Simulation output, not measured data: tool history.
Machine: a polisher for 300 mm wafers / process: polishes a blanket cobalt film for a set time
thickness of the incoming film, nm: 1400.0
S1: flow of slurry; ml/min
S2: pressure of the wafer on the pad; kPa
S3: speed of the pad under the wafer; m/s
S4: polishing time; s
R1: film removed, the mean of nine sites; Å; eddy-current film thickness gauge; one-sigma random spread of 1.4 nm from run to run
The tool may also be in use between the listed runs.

{"run": 1, "hour": 0.0, "S1": 315, "S2": 13.1, "S3": 1.02, "S4": 75, "R1": 3188}
{"run": 2, "hour": 3.3, "S1": 315, "S2": 11.7, "S3": 0.98, "S4": 75, "R1": 2736.2}
{"run": 3, "hour": 9.6, "S1": 315, "S2": 11.7, "S3": 0.98, "S4": 75, "R1": 2763.4}
{"run": 4, "hour": 15.0, "S1": 315, "S2": 11.7, "S3": 1.12, "S4": 75, "R1": 3116.3}
{"run": 5, "hour": 18.3, "S1": 375, "S2": 11.7, "S3": 1.12, "S4": 75, "R1": 3148.7}
{"run": 6, "hour": 23.3, "S1": 375, "S2": 11.7, "S3": 0.96, "S4": 75, "R1": 2735}
{"run": 7, "hour": 31.9, "S1": 375, "S2": 11, "S3": 0.92, "S4": 75, "R1": 2507.6}

Predict the results of run 8:
{"run": 8, "hour": 35.1, "S1": 375, "S2": 10.3, "S3": 0.88, "S4": 75, "R1": "?"}

Run 8 came out at R1 2212 Å.
